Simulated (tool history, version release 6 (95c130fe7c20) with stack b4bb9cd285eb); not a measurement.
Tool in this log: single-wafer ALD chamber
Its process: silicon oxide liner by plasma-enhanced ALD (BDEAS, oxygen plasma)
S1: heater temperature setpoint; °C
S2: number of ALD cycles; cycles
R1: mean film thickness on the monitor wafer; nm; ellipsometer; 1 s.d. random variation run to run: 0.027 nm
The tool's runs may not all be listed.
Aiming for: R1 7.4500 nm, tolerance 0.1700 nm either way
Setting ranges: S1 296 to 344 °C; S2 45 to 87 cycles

{"run": 1, "hour": 0.0, "S1": 320, "S2": 66, "R1": 6.2533}
{"run": 2, "hour": 2.3, "S1": 320, "S2": 56, "R1": 5.3056}
{"run": 3, "hour": 4.7, "S1": 320, "S2": 59, "R1": 5.5859}
{"run": 4, "hour": 6.7, "S1": 320, "S2": 62, "R1": 5.8717}
{"run": 5, "hour": 14.9, "S1": 320, "S2": 64, "R1": 6.0645}
{"run": 6, "hour": 21.2, "S1": 320, "S2": 66, "R1": 6.2065}
{"run": 7, "hour": 24.3, "S1": 320, "S2": 68, "R1": 6.4651}
{"run": 8, "hour": 29.0, "S1": 320, "S2": 69, "R1": 6.5799}
{"run": 9, "hour": 30.8, "S1": 320, "S2": 70, "R1": 6.6484}
{"run": 10, "hour": 35.2, "S1": 320, "S2": 71, "R1": 6.7317}
{"run": 11, "hour": 43.1, "S1": 320, "S2": 72, "R1": 6.775}
{"run": 12, "hour": 48.3, "S1": 320, "S2": 73, "R1": 6.94}
{"run": 13, "hour": 53.5, "S1": 320, "S2": 74, "R1": 7.018}
{"run": 14, "hour": 58.9, "S1": 320, "S2": 75, "R1": 7.0918}
{"run": 15, "hour": 64.3, "S1": 320, "S2": 75, "R1": 7.1359}

5 candidate next runs follow, results not yet known. Just one meets every target within its allowed miss. Identify it.
{"run": "A", "hour": 69.7, "S1": 330, "S2": 76, "R1": "?"}
{"run": "B", "hour": 69.7, "S1": 321, "S2": 83, "R1": "?"}
{"run": "C", "hour": 69.7, "S1": 310, "S2": 78, "R1": "?"}
{"run": "D", "hour": 69.7, "S1": 322, "S2": 75, "R1": "?"}
{"run": "E", "hour": 69.7, "S1": 322, "S2": 71, "R1": "?"}

move=A R1=7.0639
move=B R1=7.8302
move=C R1=7.4914
move=D R1=7.0639
move=E R1=6.6871
A: its largest miss is bigger than the last run's
B: pushes the last run's worst result past its target
C: every result lands within tolerance
D: its largest miss is bigger than the last run's
E: its largest miss is bigger than the last run's
C is the move that brings every result within its allowed miss.
